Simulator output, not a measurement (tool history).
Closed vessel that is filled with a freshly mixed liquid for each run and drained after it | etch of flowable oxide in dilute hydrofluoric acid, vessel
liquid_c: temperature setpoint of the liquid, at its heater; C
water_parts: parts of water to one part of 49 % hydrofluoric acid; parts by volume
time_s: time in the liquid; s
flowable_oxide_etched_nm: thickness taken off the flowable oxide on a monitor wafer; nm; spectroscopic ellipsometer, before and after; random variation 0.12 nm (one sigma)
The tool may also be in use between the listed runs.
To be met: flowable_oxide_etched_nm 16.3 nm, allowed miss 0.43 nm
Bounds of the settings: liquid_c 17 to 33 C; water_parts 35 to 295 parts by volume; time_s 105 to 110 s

| run | day | liquid_c | water_parts | time_s | flowable_oxide_etched_nm |
|---|---|---|---|---|---|
| 1 | 0 | 25 | 165 | 105 | 18.73 |
| 2 | 0.146 | 24 | 165 | 105 | 18.175 |
| 3 | 0.167 | 26 | 165 | 105 | 19.547 |
| 4 | 0.333 | 23 | 165 | 105 | 17.438 |
| 5 | 0.462 | 22.5 | 165 | 105 | 17.341 |
| 6 | 0.546 | 22.5 | 165 | 110 | 18.291 |
| 7 | 0.871 | 21.5 | 165 | 110 | 17.647 |
|  | 1.183 | hydrofluoric acid flow meter replaced |
| 8 | 1.183 | 21 | 165 | 110 | 18.418 |
| 9 | 1.233 | 20 | 165 | 110 | 17.557 |
| 10 | 1.317 | 19.5 | 165 | 110 | 17.487 |

5 next moves are on the table. One of them brings every result within its allowed miss. Which?
| A | 1.4 | 21 | 160 | 110 | ? |
| B | 1.4 | 19.5 | 150 | 110 | ? |
| C | 1.4 | 21 | 185 | 110 | ? |
| D | 1.4 | 17 | 150 | 110 | ? |
| E | 1.4 | 18 | 175 | 110 | ? |

| move | flowable_oxide_etched_nm |
|---|---|
| A | 19.466 |
| B | 19.772 |
| C | 16.405 |
| D | 17.868 |
| E | 15.568 |
A: further off than the last run
B: further off than the last run
C: meets every target
D: further off than the last run
E: takes the result that was furthest off past its target
Answer: C
